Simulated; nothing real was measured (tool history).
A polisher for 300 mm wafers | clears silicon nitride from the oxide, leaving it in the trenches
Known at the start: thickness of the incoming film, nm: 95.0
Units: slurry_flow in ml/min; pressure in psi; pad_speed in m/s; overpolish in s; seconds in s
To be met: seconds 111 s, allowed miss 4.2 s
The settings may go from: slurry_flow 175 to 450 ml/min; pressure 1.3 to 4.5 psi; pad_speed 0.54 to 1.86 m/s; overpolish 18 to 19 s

Run 1, day 0: slurry_flow 290 ml/min, pressure 2.9 psi, pad_speed 1.18 m/s, overpolish 18 s. Result: seconds 76.037 s.
Run 2, day 0.279: slurry_flow 290 ml/min, pressure 2.6 psi, pad_speed 1.18 m/s, overpolish 18 s. Result: seconds 83.802 s.
Run 3, day 0.512: slurry_flow 290 ml/min, pressure 2.4 psi, pad_speed 1.18 m/s, overpolish 18 s. Result: seconds 91.774 s.
Run 4, day 0.771: slurry_flow 290 ml/min, pressure 2.1 psi, pad_speed 1.18 m/s, overpolish 18 s. Result: seconds 103.87 s.
Run 5, day 0.888: slurry_flow 290 ml/min, pressure 2.1 psi, pad_speed 0.94 m/s, overpolish 18 s. Result: seconds 130.08 s.
Run 6, day 0.975: slurry_flow 290 ml/min, pressure 2.1 psi, pad_speed 0.94 m/s, overpolish 19 s. Result: seconds 128.17 s.
Run 7, day 1.329: slurry_flow 290 ml/min, pressure 2.2 psi, pad_speed 0.94 m/s, overpolish 19 s. Result: seconds 123.31 s.
Run 8, day 1.446: slurry_flow 290 ml/min, pressure 2.3 psi, pad_speed 0.94 m/s, overpolish 19 s. Result: seconds 119.12 s.

Which of these 4 next moves meets every target?
Run A, day 1.562: slurry_flow 315 ml/min, pressure 2.3 psi, pad_speed 0.94 m/s, overpolish 18 s. Result: seconds ?.
Run B, day 1.562: slurry_flow 350 ml/min, pressure 1.6 psi, pad_speed 1.32 m/s, overpolish 18 s. Result: seconds ?.
Run C, day 1.562: slurry_flow 290 ml/min, pressure 2.8 psi, pad_speed 0.92 m/s, overpolish 19 s. Result: seconds ?.
Run D, day 1.562: slurry_flow 180 ml/min, pressure 2.5 psi, pad_speed 0.98 m/s, overpolish 19 s. Result: seconds ?.

move  seconds
   A   118.23
   B   119.36
   C   100.54
   D   111.43
A: nearer than the last run, and not there yet
B: as far off as the last run
C: takes the result that was furthest off past its target
D: meets every target
Answer: D
